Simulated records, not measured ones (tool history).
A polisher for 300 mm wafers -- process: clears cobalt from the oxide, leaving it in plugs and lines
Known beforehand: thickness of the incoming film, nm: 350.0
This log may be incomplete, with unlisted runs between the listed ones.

run,hour,flow of slurry (ml/min),pressure of the wafer on the pad (kPa),speed of the pad under the wafer (m/s),overpolish time after the end point (s),time until the end point was called (s),dishing of a wide line in a test structure (Å)
1,0,180,14.5,1.08,28,72.406,480.9
2,4.2,180,16.5,1.08,28,61.514,497.5
3,12.1,180,16.5,1.08,38,62.377,505.4
4,19,180,16.5,1.08,29,62.51,523.57
5,25.8,180,16.5,0.9,29,74.112,480.61
6,31.8,180,14.5,0.9,29,87.273,481.45
7,39.5,190,18.6,1.2,27,50.093,532.76
8,46.7,195,22.1,1.3,16,39.443,477.68

Forecast run 9:
9,54.3,195,22.1,1.32,17,?,?

For run 9 the tool returned time until the end point was called (s) 38.935, dishing of a wide line in a test structure (Å) 495.64.

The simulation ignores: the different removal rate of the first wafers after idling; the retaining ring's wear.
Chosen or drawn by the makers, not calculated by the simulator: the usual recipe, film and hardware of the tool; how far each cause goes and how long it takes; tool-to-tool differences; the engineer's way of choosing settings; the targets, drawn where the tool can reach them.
